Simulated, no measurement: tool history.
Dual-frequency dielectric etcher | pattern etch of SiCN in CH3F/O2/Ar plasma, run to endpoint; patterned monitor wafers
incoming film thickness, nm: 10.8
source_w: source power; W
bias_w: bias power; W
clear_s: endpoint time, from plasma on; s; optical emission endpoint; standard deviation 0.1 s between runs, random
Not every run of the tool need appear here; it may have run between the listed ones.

{"run": 1, "hour": 0.0, "source_w": 410, "bias_w": 89, "clear_s": 25.384}
{"run": 2, "hour": 4.3, "source_w": 380, "bias_w": 88, "clear_s": 25.736}
{"run": 3, "hour": 6.9, "source_w": 350, "bias_w": 85, "clear_s": 26.699}
{"run": 4, "hour": 13.0, "source_w": 350, "bias_w": 69, "clear_s": 29.72}
{"run": 5, "hour": 18.4, "source_w": 370, "bias_w": 69, "clear_s": 29.188}
{"run": 6, "hour": 23.8, "source_w": 320, "bias_w": 69, "clear_s": 29.983}

The next listed run, before its measurement:
{"run": 7, "hour": 27.4, "source_w": 340, "bias_w": 70, "clear_s": "?"}

{"run 7": {"clear_s": 29.334}}
